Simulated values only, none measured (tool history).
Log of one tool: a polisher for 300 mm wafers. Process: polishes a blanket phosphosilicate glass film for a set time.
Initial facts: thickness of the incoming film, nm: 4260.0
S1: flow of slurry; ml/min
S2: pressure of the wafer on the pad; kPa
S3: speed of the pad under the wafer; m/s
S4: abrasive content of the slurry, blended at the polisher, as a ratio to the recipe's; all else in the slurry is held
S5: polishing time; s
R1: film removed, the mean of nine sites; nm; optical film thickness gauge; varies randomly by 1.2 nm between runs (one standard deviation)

Run 1, hour 0: S1 210 ml/min, S2 17.2 kPa, S3 0.82 m/s, S4 1, S5 32 s. Result: R1 155.26 nm.
Run 2, hour 1.7: S1 210 ml/min, S2 17.2 kPa, S3 0.82 m/s, S4 1, S5 29 s. Result: R1 140.95 nm.
Run 3, hour 10.1: S1 210 ml/min, S2 17.2 kPa, S3 1 m/s, S4 1, S5 29 s. Result: R1 164.57 nm.
Run 4, hour 16: S1 215 ml/min, S2 17.2 kPa, S3 1 m/s, S4 1, S5 29 s. Result: R1 162.58 nm.
Run 5, hour 22.4: S1 215 ml/min, S2 17.9 kPa, S3 1 m/s, S4 1, S5 29 s. Result: R1 171.95 nm.
Run 6, hour 29.7: S1 215 ml/min, S2 17.9 kPa, S3 1.18 m/s, S4 1, S5 29 s. Result: R1 197.26 nm.
Run 7, hour 35.9: S1 180 ml/min, S2 16.5 kPa, S3 1.18 m/s, S4 1, S5 29 s. Result: R1 176.21 nm.
Run 8, hour 36.8: S1 185 ml/min, S2 16.5 kPa, S3 1.18 m/s, S4 1, S5 29 s. Result: R1 176.96 nm.

Run 9, settings as shown, results not yet in. Your forecast:
Run 9, hour 38.8: S1 190 ml/min, S2 16.5 kPa, S3 1.18 m/s, S4 1, S5 29 s. Result: R1 ?.

Run 9 produced R1 176.19 nm.
